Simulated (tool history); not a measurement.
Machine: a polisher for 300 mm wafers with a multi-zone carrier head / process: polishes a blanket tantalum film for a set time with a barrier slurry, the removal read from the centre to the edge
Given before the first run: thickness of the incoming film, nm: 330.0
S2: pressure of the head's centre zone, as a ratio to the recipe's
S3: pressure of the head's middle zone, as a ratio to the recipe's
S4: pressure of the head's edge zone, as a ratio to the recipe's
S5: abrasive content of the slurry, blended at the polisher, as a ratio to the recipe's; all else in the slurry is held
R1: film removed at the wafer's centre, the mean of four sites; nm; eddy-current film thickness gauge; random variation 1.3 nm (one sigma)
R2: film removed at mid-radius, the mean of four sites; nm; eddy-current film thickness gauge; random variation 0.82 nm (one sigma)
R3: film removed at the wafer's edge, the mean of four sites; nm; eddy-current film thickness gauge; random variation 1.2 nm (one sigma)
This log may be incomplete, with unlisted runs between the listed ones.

run 1 day=0.000 | flow_of_slurry_(ml/min)=130 S2=1.00 S3=1.00 S4=1.00 S5=1.00 polishing_time_(s)=57 | R1=98.910 R2=100.760 R3=99.385
run 2 day=0.325 | flow_of_slurry_(ml/min)=130 S2=1.00 S3=1.00 S4=1.00 S5=1.00 polishing_time_(s)=50 | R1=87.899 R2=89.010 R3=86.969
run 3 day=0.642 | flow_of_slurry_(ml/min)=130 S2=1.00 S3=1.00 S4=1.06 S5=1.00 polishing_time_(s)=50 | R1=86.787 R2=88.501 R3=89.072
run 4 day=0.796 | flow_of_slurry_(ml/min)=140 S2=0.99 S3=1.04 S4=1.09 S5=1.15 polishing_time_(s)=50 | R1=90.879 R2=96.121 R3=94.622
run 5 day=0.975 | flow_of_slurry_(ml/min)=140 S2=0.99 S3=0.98 S4=1.09 S5=1.15 polishing_time_(s)=50 | R1=90.616 R2=93.322 R3=96.037
run 6 day=1.075 | flow_of_slurry_(ml/min)=140 S2=1.06 S3=0.98 S4=1.09 S5=1.15 polishing_time_(s)=50 | R1=98.539 R2=93.186 R3=94.282

Run 7 comes next. What will it give?
run 7 day=1.350 | flow_of_slurry_(ml/min)=150 S2=1.03 S3=1.02 S4=1.10 S5=1.25 polishing_time_(s)=51 | R1=? R2=? R3=?

For run 7 the tool returned R1 101.040 nm, R2 100.650 nm, R3 102.130 nm.
